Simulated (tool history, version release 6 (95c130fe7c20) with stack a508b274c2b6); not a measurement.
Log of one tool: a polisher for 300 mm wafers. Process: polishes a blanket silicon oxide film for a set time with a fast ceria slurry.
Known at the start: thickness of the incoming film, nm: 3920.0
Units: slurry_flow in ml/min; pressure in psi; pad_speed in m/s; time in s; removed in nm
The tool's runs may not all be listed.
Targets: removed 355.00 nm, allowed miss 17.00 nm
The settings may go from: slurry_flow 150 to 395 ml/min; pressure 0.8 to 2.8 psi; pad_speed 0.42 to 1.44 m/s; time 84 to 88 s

| run | hour | slurry_flow | pressure | pad_speed | time | removed |
|---|---|---|---|---|---|---|
| 1 | 0.0 | 250 | 1.8 | 0.92 | 84 | 921.77 |
| 2 | 6.3 | 285 | 1.8 | 0.92 | 84 | 942.03 |
| 3 | 7.8 | 285 | 1.4 | 0.92 | 84 | 750.87 |
| 4 | 9.1 | 280 | 1.3 | 0.84 | 84 | 635.36 |
| 5 | 17.5 | 220 | 1.3 | 0.84 | 84 | 618.36 |
| 6 | 19.5 | 220 | 1.3 | 0.96 | 84 | 693.70 |
| 7 | 28.5 | 215 | 1.2 | 0.88 | 84 | 593.42 |
| 8 | 33.2 | 210 | 1.1 | 0.82 | 84 | 514.59 |
| 9 | 37.0 | 205 | 1.0 | 0.78 | 84 | 449.66 |
| 10 | 38.8 | 200 | 0.8 | 0.68 | 84 | 317.85 |

Which of these 4 next moves meets every target?
| A | 40.6 | 185 | 0.8 | 0.78 | 84 | ? |
| B | 40.6 | 150 | 0.8 | 0.64 | 84 | ? |
| C | 40.6 | 230 | 0.9 | 0.50 | 88 | ? |
| D | 40.6 | 185 | 1.1 | 0.62 | 88 | ? |

| move | removed |
|---|---|
| A | 346.12 |
| B | 278.40 |
| C | 271.32 |
| D | 392.81 |
A: meets every target
B: further off than the last run
C: further off than the last run
D: takes the result that was furthest off past its target
Answer: A

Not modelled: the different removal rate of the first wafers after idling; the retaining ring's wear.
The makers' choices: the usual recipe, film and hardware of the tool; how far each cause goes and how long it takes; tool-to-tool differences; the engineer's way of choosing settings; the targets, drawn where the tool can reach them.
